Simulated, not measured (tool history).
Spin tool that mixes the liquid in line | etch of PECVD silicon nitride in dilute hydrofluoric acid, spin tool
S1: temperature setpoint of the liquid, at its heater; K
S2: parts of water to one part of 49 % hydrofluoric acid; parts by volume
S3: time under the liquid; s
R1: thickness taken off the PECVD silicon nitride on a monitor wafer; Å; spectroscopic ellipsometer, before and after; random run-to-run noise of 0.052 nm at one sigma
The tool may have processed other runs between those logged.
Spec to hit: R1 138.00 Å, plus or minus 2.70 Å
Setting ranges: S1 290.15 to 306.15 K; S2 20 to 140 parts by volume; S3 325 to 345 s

Run 1, hour 0.0: S1 298.15 K, S2 75 parts by volume, S3 325 s. Result: R1 162.65 Å.
Run 2, hour 5.2: S1 298.15 K, S2 75 parts by volume, S3 345 s. Result: R1 173.08 Å.
Run 3, hour 7.0: S1 300.65 K, S2 75 parts by volume, S3 345 s. Result: R1 204.58 Å.
Run 4, hour 11.0: S1 299.15 K, S2 75 parts by volume, S3 345 s. Result: R1 185.75 Å.
Run 5, hour 11.8: S1 299.15 K, S2 55 parts by volume, S3 345 s. Result: R1 251.88 Å.
Run 6, hour 20.7: S1 297.15 K, S2 55 parts by volume, S3 345 s. Result: R1 218.67 Å.
Run 7, hour 21.8: S1 295.65 K, S2 55 parts by volume, S3 345 s. Result: R1 197.85 Å.
Run 8, hour 29.9: S1 294.65 K, S2 55 parts by volume, S3 345 s. Result: R1 183.66 Å.
Run 9, hour 34.0: S1 293.65 K, S2 55 parts by volume, S3 345 s. Result: R1 171.56 Å.
Run 10, hour 39.8: S1 293.15 K, S2 55 parts by volume, S3 345 s. Result: R1 167.89 Å.
Run 11, hour 45.2: S1 290.15 K, S2 55 parts by volume, S3 345 s. Result: R1 134.71 Å.

Pick the move, out of 5, that brings all results within their allowed miss; only one does.
Run A, hour 50.6: S1 290.15 K, S2 50 parts by volume, S3 325 s. Result: R1 ?.
Run B, hour 50.6: S1 290.15 K, S2 55 parts by volume, S3 335 s. Result: R1 ?.
Run C, hour 50.6: S1 291.15 K, S2 60 parts by volume, S3 345 s. Result: R1 ?.
Run D, hour 50.6: S1 290.65 K, S2 55 parts by volume, S3 325 s. Result: R1 ?.
Run E, hour 50.6: S1 291.65 K, S2 60 parts by volume, S3 335 s. Result: R1 ?.

move      R1
   A  138.47
   B  130.18
   C  132.41
   D  130.91
   E  133.23
A: hits every target within its allowed miss
B: lands further from the targets than the last run did
C: lands further from the targets than the last run did
D: lands further from the targets than the last run did
E: lands further from the targets than the last run did
The right move is A.

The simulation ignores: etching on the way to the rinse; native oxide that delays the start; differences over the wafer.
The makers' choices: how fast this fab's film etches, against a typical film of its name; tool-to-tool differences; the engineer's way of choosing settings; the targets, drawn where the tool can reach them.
